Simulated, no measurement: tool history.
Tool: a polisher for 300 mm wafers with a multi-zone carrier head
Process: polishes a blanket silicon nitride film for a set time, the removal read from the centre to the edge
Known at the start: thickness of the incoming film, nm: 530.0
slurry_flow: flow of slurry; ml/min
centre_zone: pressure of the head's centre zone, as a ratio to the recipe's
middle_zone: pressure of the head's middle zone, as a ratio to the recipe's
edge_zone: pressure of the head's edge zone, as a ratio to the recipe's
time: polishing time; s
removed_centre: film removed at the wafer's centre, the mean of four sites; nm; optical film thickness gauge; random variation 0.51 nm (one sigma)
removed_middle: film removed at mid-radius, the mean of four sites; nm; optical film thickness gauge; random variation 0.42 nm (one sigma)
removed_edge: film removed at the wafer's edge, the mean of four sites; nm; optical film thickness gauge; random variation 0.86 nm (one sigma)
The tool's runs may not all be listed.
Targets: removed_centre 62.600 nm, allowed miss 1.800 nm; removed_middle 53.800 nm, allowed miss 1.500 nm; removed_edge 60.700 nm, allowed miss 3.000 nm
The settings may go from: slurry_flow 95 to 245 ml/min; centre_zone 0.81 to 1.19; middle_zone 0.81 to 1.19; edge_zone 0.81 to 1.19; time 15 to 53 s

{"run": 1, "hour": 0.0, "slurry_flow": 155, "centre_zone": 1.0, "middle_zone": 1.0, "edge_zone": 1.0, "time": 34, "removed_centre": 69.805, "removed_middle": 69.744, "removed_edge": 67.933}
{"run": 2, "hour": 4.7, "slurry_flow": 145, "centre_zone": 1.0, "middle_zone": 0.96, "edge_zone": 0.99, "time": 34, "removed_centre": 69.451, "removed_middle": 67.038, "removed_edge": 69.941}
{"run": 3, "hour": 13.1, "slurry_flow": 145, "centre_zone": 1.01, "middle_zone": 0.94, "edge_zone": 0.98, "time": 33, "removed_centre": 67.181, "removed_middle": 63.318, "removed_edge": 65.155}
{"run": 4, "hour": 15.6, "slurry_flow": 145, "centre_zone": 1.01, "middle_zone": 0.87, "edge_zone": 0.98, "time": 33, "removed_centre": 67.57, "removed_middle": 59.03, "removed_edge": 65.183}
{"run": 5, "hour": 17.3, "slurry_flow": 140, "centre_zone": 1.01, "middle_zone": 0.86, "edge_zone": 0.96, "time": 33, "removed_centre": 67.905, "removed_middle": 57.918, "removed_edge": 63.729}
{"run": 6, "hour": 25.2, "slurry_flow": 135, "centre_zone": 1.0, "middle_zone": 0.85, "edge_zone": 0.95, "time": 33, "removed_centre": 66.305, "removed_middle": 57.512, "removed_edge": 64.418}
{"run": 7, "hour": 33.4, "slurry_flow": 130, "centre_zone": 1.0, "middle_zone": 0.84, "edge_zone": 0.94, "time": 33, "removed_centre": 64.643, "removed_middle": 56.492, "removed_edge": 62.154}
{"run": 8, "hour": 34.3, "slurry_flow": 125, "centre_zone": 1.0, "middle_zone": 0.83, "edge_zone": 0.94, "time": 33, "removed_centre": 63.917, "removed_middle": 55.978, "removed_edge": 62.968}
{"run": 9, "hour": 42.7, "slurry_flow": 125, "centre_zone": 1.0, "middle_zone": 0.83, "edge_zone": 0.93, "time": 33, "removed_centre": 64.653, "removed_middle": 55.799, "removed_edge": 62.728}

5 next moves are on the table. One of them brings every result within its allowed miss. Which?
{"run": "A", "hour": 51.1, "slurry_flow": 140, "centre_zone": 1.09, "middle_zone": 0.9, "edge_zone": 0.85, "time": 31, "removed_centre": "?", "removed_middle": "?", "removed_edge": "?"}
{"run": "B", "hour": 51.1, "slurry_flow": 155, "centre_zone": 1.06, "middle_zone": 0.93, "edge_zone": 0.91, "time": 30, "removed_centre": "?", "removed_middle": "?", "removed_edge": "?"}
{"run": "C", "hour": 51.1, "slurry_flow": 145, "centre_zone": 1.08, "middle_zone": 0.86, "edge_zone": 0.94, "time": 31, "removed_centre": "?", "removed_middle": "?", "removed_edge": "?"}
{"run": "D", "hour": 51.1, "slurry_flow": 155, "centre_zone": 1.01, "middle_zone": 0.84, "edge_zone": 0.99, "time": 30, "removed_centre": "?", "removed_middle": "?", "removed_edge": "?"}
{"run": "E", "hour": 51.1, "slurry_flow": 120, "centre_zone": 0.95, "middle_zone": 0.82, "edge_zone": 0.95, "time": 36, "removed_centre": "?", "removed_middle": "?", "removed_edge": "?"}

move=A removed_centre=67.461 removed_middle=56.882 removed_edge=57.338
move=B removed_centre=65.075 removed_middle=57.817 removed_edge=58.051
move=C removed_centre=67.413 removed_middle=55.209 removed_edge=60.324
move=D removed_centre=61.944 removed_middle=53.157 removed_edge=60.406
move=E removed_centre=65.251 removed_middle=58.922 removed_edge=68.188
A: further off than the last run
B: further off than the last run
C: brings the result that was furthest off to its target, and leaves another outside
D: meets every target
E: further off than the last run
Answer: D

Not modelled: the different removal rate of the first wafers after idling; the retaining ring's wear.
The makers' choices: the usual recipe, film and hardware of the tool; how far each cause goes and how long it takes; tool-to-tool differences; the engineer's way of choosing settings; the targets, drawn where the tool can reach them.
